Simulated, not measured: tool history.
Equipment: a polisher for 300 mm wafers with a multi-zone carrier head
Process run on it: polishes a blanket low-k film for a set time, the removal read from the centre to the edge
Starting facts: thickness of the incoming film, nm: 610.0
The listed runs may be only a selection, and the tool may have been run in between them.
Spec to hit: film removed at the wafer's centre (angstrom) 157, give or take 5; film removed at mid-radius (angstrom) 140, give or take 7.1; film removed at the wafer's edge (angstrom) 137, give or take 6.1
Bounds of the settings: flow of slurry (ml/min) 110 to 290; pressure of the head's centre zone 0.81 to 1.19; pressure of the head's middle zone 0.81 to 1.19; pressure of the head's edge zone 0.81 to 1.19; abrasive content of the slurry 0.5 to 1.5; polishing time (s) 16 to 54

| run | hour | flow of slurry (ml/min) | pressure of the head's centre zone | pressure of the head's middle zone | pressure of the head's edge zone | abrasive content of the slurry | polishing time (s) | film removed at the wafer's centre (angstrom) | film removed at mid-radius (angstrom) | film removed at the wafer's edge (angstrom) |
|---|---|---|---|---|---|---|---|---|---|---|
| 1 | 0 | 185 | 1 | 1 | 1 | 1 | 35 | 132.52 | 137.52 | 136.95 |
| 2 | 5.3 | 185 | 1 | 1 | 0.92 | 1 | 35 | 129.53 | 140.59 | 129.77 |
| 3 | 7.8 | 200 | 1.04 | 0.99 | 0.93 | 1 | 35 | 137.93 | 137.37 | 134.41 |
| 4 | 8.4 | 215 | 1.07 | 1 | 0.91 | 1 | 35 | 142.27 | 140.8 | 133.68 |
| 5 | 9.1 | 215 | 1.07 | 1 | 0.91 | 0.8 | 35 | 126.52 | 125.24 | 117.35 |
| 6 | 16.4 | 215 | 1.07 | 1 | 0.91 | 0.9 | 35 | 135.61 | 130.72 | 126.35 |
| 7 | 18.8 | 225 | 1.1 | 1.02 | 0.92 | 0.9 | 35 | 140.15 | 137.33 | 129.1 |
| 8 | 20.2 | 235 | 1.13 | 1.02 | 0.93 | 0.9 | 35 | 144.63 | 139.68 | 127.6 |

Which one of the following 4 next-run settings gets every result inside its allowed miss? There is exactly one.
| A | 21.6 | 255 | 1.13 | 0.95 | 0.92 | 1.1 | 34 | ? | ? | ? |
| B | 21.6 | 195 | 0.99 | 0.99 | 0.92 | 0.95 | 36 | ? | ? | ? |
| C | 21.6 | 225 | 0.94 | 1.08 | 0.97 | 1.1 | 33 | ? | ? | ? |
| D | 21.6 | 235 | 1 | 1.04 | 0.97 | 0.9 | 35 | ? | ? | ? |

| move | film removed at the wafer's centre (angstrom) | film removed at mid-radius (angstrom) | film removed at the wafer's edge (angstrom) |
|---|---|---|---|
| A | 157.62 | 134.23 | 136.31 |
| B | 132.36 | 133.8 | 131.98 |
| C | 125.52 | 143.61 | 134.19 |
| D | 129.24 | 134.46 | 129.72 |
A: every result within its allowed miss
B: its largest miss is bigger than the last run's
C: its largest miss is bigger than the last run's
D: its largest miss is bigger than the last run's
Correct choice: A, which meets every target
